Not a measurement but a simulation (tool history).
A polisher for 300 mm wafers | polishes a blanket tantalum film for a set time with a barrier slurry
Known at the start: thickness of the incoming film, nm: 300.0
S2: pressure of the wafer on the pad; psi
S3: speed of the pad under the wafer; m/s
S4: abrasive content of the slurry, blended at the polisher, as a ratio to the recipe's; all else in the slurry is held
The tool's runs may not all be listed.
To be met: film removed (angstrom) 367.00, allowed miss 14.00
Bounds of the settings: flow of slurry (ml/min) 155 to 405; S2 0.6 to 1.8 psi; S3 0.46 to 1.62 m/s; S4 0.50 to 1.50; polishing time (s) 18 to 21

Run 1, hour 0.0: flow of slurry (ml/min) 260, S2 1.2 psi, S3 1.04 m/s, S4 1.00, polishing time (s) 21. Result: film removed (angstrom) 238.35.
Run 2, hour 6.6: flow of slurry (ml/min) 285, S2 1.2 psi, S3 1.04 m/s, S4 1.00, polishing time (s) 21. Result: film removed (angstrom) 239.16.
Run 3, hour 12.1: flow of slurry (ml/min) 285, S2 1.4 psi, S3 1.04 m/s, S4 1.00, polishing time (s) 21. Result: film removed (angstrom) 270.69.
Run 4, hour 16.7: flow of slurry (ml/min) 285, S2 1.5 psi, S3 1.06 m/s, S4 1.00, polishing time (s) 21. Result: film removed (angstrom) 292.59.
Run 5, hour 20.1: flow of slurry (ml/min) 225, S2 1.5 psi, S3 1.06 m/s, S4 1.00, polishing time (s) 21. Result: film removed (angstrom) 287.36.
Run 6, hour 27.6: flow of slurry (ml/min) 225, S2 1.6 psi, S3 1.08 m/s, S4 1.00, polishing time (s) 21. Result: film removed (angstrom) 305.48.
Run 7, hour 28.1: flow of slurry (ml/min) 230, S2 1.7 psi, S3 1.10 m/s, S4 1.00, polishing time (s) 21. Result: film removed (angstrom) 330.41.
Run 8, hour 33.9: flow of slurry (ml/min) 230, S2 1.7 psi, S3 1.12 m/s, S4 1.00, polishing time (s) 21. Result: film removed (angstrom) 336.93.

Which of these 4 next moves meets every target?
Run A, hour 39.7: flow of slurry (ml/min) 225, S2 1.7 psi, S3 1.12 m/s, S4 0.85, polishing time (s) 21. Result: film removed (angstrom) ?.
Run B, hour 39.7: flow of slurry (ml/min) 215, S2 1.7 psi, S3 1.06 m/s, S4 0.90, polishing time (s) 19. Result: film removed (angstrom) ?.
Run C, hour 39.7: flow of slurry (ml/min) 165, S2 1.8 psi, S3 1.14 m/s, S4 1.40, polishing time (s) 21. Result: film removed (angstrom) ?.
Run D, hour 39.7: flow of slurry (ml/min) 235, S2 1.6 psi, S3 1.38 m/s, S4 1.05, polishing time (s) 21. Result: film removed (angstrom) ?.

move  film removed (angstrom)
   A                   325.05
   B                   281.35
   C                   374.42
   D                   399.92
A: further off than the last run
B: further off than the last run
C: meets every target
D: takes the result that was furthest off past its target
Move C is the one to make.
